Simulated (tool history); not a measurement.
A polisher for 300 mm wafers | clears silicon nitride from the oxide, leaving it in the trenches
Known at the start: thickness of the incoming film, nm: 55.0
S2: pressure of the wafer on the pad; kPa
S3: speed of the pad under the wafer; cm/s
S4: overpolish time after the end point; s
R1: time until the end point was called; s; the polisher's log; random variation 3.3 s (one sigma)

{"run": 1, "hour": 0.0, "flow of slurry (ml/min)": 260, "S2": 15.2, "S3": 80, "S4": 27, "R1": 115.09}
{"run": 2, "hour": 4.0, "flow of slurry (ml/min)": 260, "S2": 13.8, "S3": 78, "S4": 27, "R1": 123.2}
{"run": 3, "hour": 8.8, "flow of slurry (ml/min)": 260, "S2": 13.8, "S3": 98, "S4": 27, "R1": 99.265}
{"run": 4, "hour": 17.7, "flow of slurry (ml/min)": 300, "S2": 13.8, "S3": 98, "S4": 27, "R1": 101.58}
{"run": 5, "hour": 26.0, "flow of slurry (ml/min)": 300, "S2": 13.8, "S3": 110, "S4": 27, "R1": 88.806}
{"run": 6, "hour": 32.7, "flow of slurry (ml/min)": 355, "S2": 13.8, "S3": 110, "S4": 27, "R1": 89.946}
{"run": 7, "hour": 36.8, "flow of slurry (ml/min)": 355, "S2": 11.7, "S3": 104, "S4": 27, "R1": 106.77}
{"run": 8, "hour": 41.5, "flow of slurry (ml/min)": 355, "S2": 10.3, "S3": 98, "S4": 27, "R1": 117.17}
{"run": 9, "hour": 47.6, "flow of slurry (ml/min)": 355, "S2": 9.0, "S3": 92, "S4": 27, "R1": 132.75}

Run 10 comes next. What will it give?
{"run": 10, "hour": 51.1, "flow of slurry (ml/min)": 355, "S2": 8.3, "S3": 88, "S4": 27, "R1": "?"}

Run 10 gave R1 145.610 s.

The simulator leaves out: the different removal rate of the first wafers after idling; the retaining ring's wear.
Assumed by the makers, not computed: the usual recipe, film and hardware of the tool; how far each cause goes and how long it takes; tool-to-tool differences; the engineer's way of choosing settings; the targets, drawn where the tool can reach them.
